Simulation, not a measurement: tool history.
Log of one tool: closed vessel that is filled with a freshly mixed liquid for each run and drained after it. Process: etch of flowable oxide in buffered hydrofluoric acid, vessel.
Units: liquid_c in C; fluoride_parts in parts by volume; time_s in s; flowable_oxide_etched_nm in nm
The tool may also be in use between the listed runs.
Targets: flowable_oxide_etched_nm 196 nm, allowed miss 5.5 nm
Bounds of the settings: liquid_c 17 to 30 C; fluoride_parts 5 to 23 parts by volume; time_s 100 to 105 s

run  hour  liquid_c  fluoride_parts  time_s  flowable_oxide_etched_nm
  1     0        22              14     100                    251.95
  2   3.8        22              14     105                    262.04
  3   5.3        21              14     105                    250.07
  4     9        20              14     105                    234.33
  5  10.3      19.5              14     105                    229.34
  6  16.1        19              14     105                    225.45
  7  17.1      18.5              14     105                    215.89
  8  21.2        18              14     105                     211.3
  9  25.5      17.5              14     105                    205.42

Which of these 4 next moves meets every target?
  A  29.8        17            13.5     100                         ?
  B  29.8        17            12.5     105                         ?
  C  29.8        17              15     105                         ?
  D  29.8        17            14.5     100                         ?

move  flowable_oxide_etched_nm
   A                    194.84
   B                    220.63
   C                    184.45
   D                    181.63
A: meets every target
B: further off than the last run
C: takes the result that was furthest off past its target
D: takes the result that was furthest off past its target
Move A is the one to make.

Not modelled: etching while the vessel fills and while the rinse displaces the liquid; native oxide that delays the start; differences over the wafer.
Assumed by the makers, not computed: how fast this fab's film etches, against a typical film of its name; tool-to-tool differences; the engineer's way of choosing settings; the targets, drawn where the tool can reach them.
